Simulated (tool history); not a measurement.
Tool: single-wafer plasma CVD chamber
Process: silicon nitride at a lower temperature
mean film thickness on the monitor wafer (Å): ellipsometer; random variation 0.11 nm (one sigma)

run,hour,heater temperature setpoint (°C),chamber pressure (Pa),RF power (W),deposition time (s),mean film thickness on the monitor wafer (Å)
1,0,345,265,315,22.2,283.98
2,6.4,345,265,275,22.2,250.85
3,12.9,345,288,285,22.2,265.76
4,17.2,350,288,285,22.2,263.84
5,21.9,350,288,285,22.2,264.74
6,30.6,350,288,270,22.2,248.89
7,38.9,350,341,320,22.3,310.54

Run 8 comes next. What will it give?
# hour 43.4: RF generator calibrated
8,43.4,350,359,320,22.3,?

mean film thickness on the monitor wafer (Å): 334.35
